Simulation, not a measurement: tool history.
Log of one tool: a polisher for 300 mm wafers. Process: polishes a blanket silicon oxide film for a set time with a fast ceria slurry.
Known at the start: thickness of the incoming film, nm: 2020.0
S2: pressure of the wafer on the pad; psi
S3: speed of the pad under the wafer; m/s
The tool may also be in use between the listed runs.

run 1 hour=0.0 | flow_of_slurry_(ml/min)=280 S2=2.0 S3=0.88 polishing_time_(s)=83 | film_removed_(angstrom)=7599.3
run 2 hour=3.8 | flow_of_slurry_(ml/min)=280 S2=2.0 S3=0.88 polishing_time_(s)=87 | film_removed_(angstrom)=8185.7
run 3 hour=9.5 | flow_of_slurry_(ml/min)=225 S2=2.0 S3=0.88 polishing_time_(s)=87 | film_removed_(angstrom)=7787.1
run 4 hour=15.5 | flow_of_slurry_(ml/min)=225 S2=1.6 S3=0.88 polishing_time_(s)=87 | film_removed_(angstrom)=6665.6
run 5 hour=21.3 | flow_of_slurry_(ml/min)=225 S2=1.6 S3=0.72 polishing_time_(s)=87 | film_removed_(angstrom)=5885.2
run 6 hour=25.3 | flow_of_slurry_(ml/min)=225 S2=1.4 S3=0.72 polishing_time_(s)=87 | film_removed_(angstrom)=5276.3
run 7 hour=31.7 | flow_of_slurry_(ml/min)=225 S2=1.8 S3=0.74 polishing_time_(s)=87 | film_removed_(angstrom)=6539.1
run 8 hour=33.6 | flow_of_slurry_(ml/min)=225 S2=2.4 S3=0.78 polishing_time_(s)=87 | film_removed_(angstrom)=8408.7
run 9 hour=35.2 | flow_of_slurry_(ml/min)=230 S2=2.5 S3=0.78 polishing_time_(s)=87 | film_removed_(angstrom)=8820.3
run 10 hour=38.3 | flow_of_slurry_(ml/min)=235 S2=2.6 S3=0.78 polishing_time_(s)=87 | film_removed_(angstrom)=9205.2

Run 11 comes next. What will it give?
run 11 hour=41.2 | flow_of_slurry_(ml/min)=240 S2=2.7 S3=0.78 polishing_time_(s)=87 | film_removed_(angstrom)=?

{"run 11": {"film removed (angstrom)": 9673.4}}

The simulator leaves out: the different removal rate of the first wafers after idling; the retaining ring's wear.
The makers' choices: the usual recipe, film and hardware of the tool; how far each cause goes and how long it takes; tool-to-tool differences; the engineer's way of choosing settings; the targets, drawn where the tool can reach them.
